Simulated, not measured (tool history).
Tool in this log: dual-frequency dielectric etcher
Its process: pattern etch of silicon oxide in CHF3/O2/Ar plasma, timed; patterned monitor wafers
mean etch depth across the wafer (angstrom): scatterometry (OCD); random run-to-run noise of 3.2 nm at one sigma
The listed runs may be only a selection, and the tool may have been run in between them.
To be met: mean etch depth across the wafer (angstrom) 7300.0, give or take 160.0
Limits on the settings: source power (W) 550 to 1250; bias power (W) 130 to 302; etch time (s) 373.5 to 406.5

run,day,source power (W),bias power (W),etch time (s),mean etch depth across the wafer (angstrom)
1,0.000,900,216,406.5,9735.0
2,0.108,760,216,406.5,9071.2
3,0.467,690,216,406.5,8650.9
4,0.721,670,210,404.5,8366.8
5,1.054,660,206,403.5,8363.4
6,1.425,650,201,401.5,8163.5
7,1.721,640,197,400.5,7999.3
8,1.896,550,165,392.5,6959.1
9,2.225,550,165,392.5,7008.3
10,2.425,640,171,393.5,7542.2
11,2.629,630,171,393.5,7511.9

Which single option among these 5 for the next run brings every result within its allowed miss of target? Just one does.
A,2.833,670,142,406.5,?
B,2.833,630,180,398.0,?
C,2.833,700,164,392.5,?
D,2.833,580,204,399.5,?
E,2.833,630,157,394.0,?

move,mean etch depth across the wafer (angstrom)
A,7584.9
B,7746.9
C,7786.1
D,7790.9
E,7361.1
A: moves away from the targets compared with the last run
B: moves away from the targets compared with the last run
C: moves away from the targets compared with the last run
D: moves away from the targets compared with the last run
E: every result lands within tolerance
Answer: E
